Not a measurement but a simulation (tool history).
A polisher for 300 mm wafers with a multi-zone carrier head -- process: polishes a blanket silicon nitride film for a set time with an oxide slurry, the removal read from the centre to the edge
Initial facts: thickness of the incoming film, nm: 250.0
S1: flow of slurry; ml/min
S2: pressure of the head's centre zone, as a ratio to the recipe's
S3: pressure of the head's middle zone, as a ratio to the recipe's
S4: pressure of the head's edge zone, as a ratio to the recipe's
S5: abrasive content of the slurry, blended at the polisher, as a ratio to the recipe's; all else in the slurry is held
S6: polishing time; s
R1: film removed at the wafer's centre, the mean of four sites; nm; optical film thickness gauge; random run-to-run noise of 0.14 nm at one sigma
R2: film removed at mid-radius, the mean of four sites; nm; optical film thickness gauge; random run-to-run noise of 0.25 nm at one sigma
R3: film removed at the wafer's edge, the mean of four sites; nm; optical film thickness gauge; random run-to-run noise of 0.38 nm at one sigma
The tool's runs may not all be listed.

run	hour	S1	S2	S3	S4	S5	S6	R1	R2	R3
1	0.0	265	1.00	1.00	1.00	1.00	38	31.096	30.785	33.056
2	4.5	265	1.05	1.00	1.00	1.00	38	32.474	31.107	32.066
3	11.5	265	1.05	1.00	1.00	1.00	47	40.418	39.053	40.052
4	18.6	265	1.05	1.00	1.00	1.00	56	48.077	45.161	48.451
5	21.4	265	0.99	1.00	1.00	1.00	56	45.633	46.783	49.438
6	29.5	265	0.99	1.08	1.00	1.00	56	45.048	49.621	47.485
7	35.1	260	0.97	1.07	0.99	0.95	54	42.004	45.425	45.535
8	38.3	260	0.95	1.08	0.99	0.90	52	39.154	43.337	42.039
9	42.9	255	0.93	1.08	1.01	0.85	50	35.718	41.315	40.347
10	46.4	250	0.92	1.07	1.01	0.80	49	33.677	39.319	38.706
11	48.9	245	0.91	1.06	1.00	0.75	48	31.506	36.567	37.094
12	51.9	240	0.90	1.06	0.98	0.70	47	29.674	35.230	34.835
13	56.6	235	0.89	1.05	0.96	0.70	47	29.012	34.452	34.447
14	59.4	230	0.88	1.04	0.94	0.70	47	28.926	34.655	32.836

What will run 15 give?
15	62.0	225	0.87	1.03	0.94	0.70	47	?	?	?

R1: 28.181 nm
R2: 34.148 nm
R3: 33.452 nm
